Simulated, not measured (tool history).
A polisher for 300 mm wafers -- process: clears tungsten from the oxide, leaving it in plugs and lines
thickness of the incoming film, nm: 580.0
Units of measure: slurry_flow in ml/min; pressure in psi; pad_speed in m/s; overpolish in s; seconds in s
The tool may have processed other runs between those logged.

run,hour,slurry_flow,pressure,pad_speed,slurry_solids,overpolish,seconds
1,0,170,3.5,1.36,1,6,110.49
2,1,170,3.2,1.36,1,6,121.78
3,6.7,170,3,1.36,1,6,132.05
4,10.8,170,2.8,1.36,1,6,141.53
5,19.7,170,2.7,1.36,1,6,147.53
6,24.8,170,2.7,1.36,0.85,6,148.28

Run 7 comes next. What will it give?
7,32.8,170,2.6,1.36,0.85,6,?

Run 7 came out at seconds 155.92 s.
